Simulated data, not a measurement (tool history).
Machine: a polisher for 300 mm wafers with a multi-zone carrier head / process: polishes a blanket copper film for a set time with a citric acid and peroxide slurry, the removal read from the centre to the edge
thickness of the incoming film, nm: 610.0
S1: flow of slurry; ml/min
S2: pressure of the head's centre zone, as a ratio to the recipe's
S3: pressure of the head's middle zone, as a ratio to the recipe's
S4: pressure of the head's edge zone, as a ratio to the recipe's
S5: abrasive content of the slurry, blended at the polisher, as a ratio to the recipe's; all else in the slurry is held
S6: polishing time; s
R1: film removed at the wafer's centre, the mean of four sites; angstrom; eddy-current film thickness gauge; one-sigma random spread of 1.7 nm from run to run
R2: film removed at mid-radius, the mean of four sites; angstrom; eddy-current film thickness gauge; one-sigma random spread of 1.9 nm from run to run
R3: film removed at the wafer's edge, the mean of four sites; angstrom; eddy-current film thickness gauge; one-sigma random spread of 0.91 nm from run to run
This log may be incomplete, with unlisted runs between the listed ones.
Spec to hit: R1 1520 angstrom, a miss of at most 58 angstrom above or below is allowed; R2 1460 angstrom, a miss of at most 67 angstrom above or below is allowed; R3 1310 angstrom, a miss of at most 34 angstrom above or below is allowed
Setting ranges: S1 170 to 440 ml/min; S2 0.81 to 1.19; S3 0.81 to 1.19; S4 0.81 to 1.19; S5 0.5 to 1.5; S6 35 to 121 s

run    day   S1    S2    S3    S4    S5  S6      R1      R2      R3
  1      0  280     1     1     1     1  78  1957.2  2058.5  1980.2
  2   0.35  280  1.01     1  0.98  0.95  75  1897.4  1887.6    1891
  3  0.521  280  1.01     1  0.98  0.95  94    2347  2368.7  2324.5
  4  0.746  280  1.01     1  1.02  0.95  94  2346.1  2355.6  2389.5
  5  1.088  280  1.01  0.94  1.02  0.95  94  2373.4    2201  2356.1
  6   1.35  285  1.02  0.96  0.99   0.9  88  2202.8  2112.2  2180.7
  7  1.617  285  1.04  0.97  0.97  0.85  83  2105.9  2002.5  1992.6
  8  1.879  285  1.04  0.97  0.95   0.8  80  2002.7  1869.9    1872
     2.229  -- slurry nozzle cleaned
  9  2.229  285  1.04  0.98  0.93  0.75  77  2039.3  1925.6  1844.9
 10  2.517  285  1.04  0.98  0.92  0.75  73  1888.4  1837.1  1727.5
 11  2.704  285  1.04  0.97  0.91   0.7  71  1787.8  1772.2  1654.5
 12  3.046  285  1.05  0.96   0.9  0.65  69  1760.3  1639.1  1604.2

Of the 5 settings listed for the next run, only one would bring every result within its allowed miss of target. Which one?
  A  3.388  310  0.96  1.01  0.86   0.8  59   ?   ?   ?
  B  3.388  265  1.09  1.16  0.81  0.55  55   ?   ?   ?
  C  3.388  275     1  1.15  0.81  0.65  64   ?   ?   ?
  D  3.388  310  1.07  1.01  0.86   0.6  59   ?   ?   ?
  E  3.388  265  0.94  0.86  0.97   0.7  78   ?   ?   ?

move      R1      R2      R3
   A  1452.5  1556.5  1395.3
   B  1369.4  1486.3  1155.9
   C  1540.7  1783.8  1395.8
   D  1498.7  1466.6  1315.4
   E  1798.9  1720.1    1876
A: moves toward the targets from the last run without getting all of them in spec
B: takes the result that was furthest off past its target
C: moves toward the targets from the last run without getting all of them in spec
D: each result inside its tolerance
E: lands further from the targets than the last run did
The right move is D.

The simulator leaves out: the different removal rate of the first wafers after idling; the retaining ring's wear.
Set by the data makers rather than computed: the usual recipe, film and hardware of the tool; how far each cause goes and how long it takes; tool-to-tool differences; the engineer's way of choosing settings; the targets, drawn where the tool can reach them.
